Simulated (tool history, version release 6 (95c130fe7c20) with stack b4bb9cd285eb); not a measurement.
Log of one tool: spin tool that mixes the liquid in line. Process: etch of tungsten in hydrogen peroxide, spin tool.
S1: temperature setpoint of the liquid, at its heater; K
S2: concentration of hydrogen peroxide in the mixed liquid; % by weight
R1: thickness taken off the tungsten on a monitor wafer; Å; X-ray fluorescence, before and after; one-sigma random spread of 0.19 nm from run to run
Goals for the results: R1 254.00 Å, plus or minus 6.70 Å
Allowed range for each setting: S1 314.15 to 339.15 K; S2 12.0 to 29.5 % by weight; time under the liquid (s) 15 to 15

Run 1, hour 0.0: S1 330.15 K, S2 20.0 % by weight, time under the liquid (s) 15. Result: R1 400.48 Å.
Run 2, hour 2.4: S1 330.15 K, S2 17.5 % by weight, time under the liquid (s) 15. Result: R1 369.73 Å.
Run 3, hour 10.7: S1 330.15 K, S2 17.5 % by weight, time under the liquid (s) 15. Result: R1 371.10 Å.
Run 4, hour 13.1: S1 330.15 K, S2 17.5 % by weight, time under the liquid (s) 15. Result: R1 369.47 Å.
Run 5, hour 21.5: S1 329.15 K, S2 17.5 % by weight, time under the liquid (s) 15. Result: R1 345.82 Å.
Run 6, hour 28.0: S1 334.65 K, S2 17.5 % by weight, time under the liquid (s) 15. Result: R1 483.32 Å.
Run 7, hour 36.5: S1 326.65 K, S2 17.0 % by weight, time under the liquid (s) 15. Result: R1 292.65 Å.
Run 8, hour 39.5: S1 326.65 K, S2 17.0 % by weight, time under the liquid (s) 15. Result: R1 298.10 Å.
Run 9, hour 42.4: S1 326.15 K, S2 17.0 % by weight, time under the liquid (s) 15. Result: R1 288.22 Å.

5 next moves are on the table. One of them brings every result within its allowed miss. Which?
Run A, hour 45.3: S1 327.65 K, S2 17.5 % by weight, time under the liquid (s) 15. Result: R1 ?.
Run B, hour 45.3: S1 330.65 K, S2 14.5 % by weight, time under the liquid (s) 15. Result: R1 ?.
Run C, hour 45.3: S1 326.15 K, S2 19.5 % by weight, time under the liquid (s) 15. Result: R1 ?.
Run D, hour 45.3: S1 329.15 K, S2 18.5 % by weight, time under the liquid (s) 15. Result: R1 ?.
Run E, hour 45.3: S1 324.15 K, S2 17.0 % by weight, time under the liquid (s) 15. Result: R1 ?.

move      R1
   A  318.55
   B  346.02
   C  307.45
   D  357.93
   E  254.41
A: misses by more than the last run did
B: misses by more than the last run did
C: misses by more than the last run did
D: misses by more than the last run did
E: hits every target within its allowed miss
The right move is E.
